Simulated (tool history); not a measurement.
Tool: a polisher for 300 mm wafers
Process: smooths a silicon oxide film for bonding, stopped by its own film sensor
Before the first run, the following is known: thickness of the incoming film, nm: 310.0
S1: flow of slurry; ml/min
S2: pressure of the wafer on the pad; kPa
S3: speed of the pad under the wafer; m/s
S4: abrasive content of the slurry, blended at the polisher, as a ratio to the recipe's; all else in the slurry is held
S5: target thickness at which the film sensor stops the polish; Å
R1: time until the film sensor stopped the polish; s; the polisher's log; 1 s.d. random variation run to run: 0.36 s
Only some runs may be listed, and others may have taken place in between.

Run 1, hour 0: S1 285 ml/min, S2 17.9 kPa, S3 0.68 m/s, S4 1, S5 2800 Å. Result: R1 44.715 s.
Run 2, hour 3.6: S1 235 ml/min, S2 17.9 kPa, S3 0.68 m/s, S4 1, S5 2800 Å. Result: R1 45.625 s.
Run 3, hour 10.2: S1 235 ml/min, S2 22.1 kPa, S3 0.68 m/s, S4 1, S5 2800 Å. Result: R1 37.354 s.
Run 4, hour 14: S1 300 ml/min, S2 22.1 kPa, S3 0.68 m/s, S4 1, S5 2800 Å. Result: R1 36.365 s.
Run 5, hour 17.4: S1 335 ml/min, S2 22.1 kPa, S3 0.68 m/s, S4 1, S5 2800 Å. Result: R1 36.377 s.
Run 6, hour 18.5: S1 335 ml/min, S2 22.1 kPa, S3 0.68 m/s, S4 1.1, S5 2800 Å. Result: R1 34.513 s.
Run 7, hour 23.1: S1 335 ml/min, S2 22.1 kPa, S3 0.68 m/s, S4 1.1, S5 2800 Å. Result: R1 35.123 s.

What does the tool deliver on the next run?
Run 8, hour 31.5: S1 335 ml/min, S2 22.8 kPa, S3 0.68 m/s, S4 1.1, S5 2800 Å. Result: R1 ?.

R1: 34.081 s
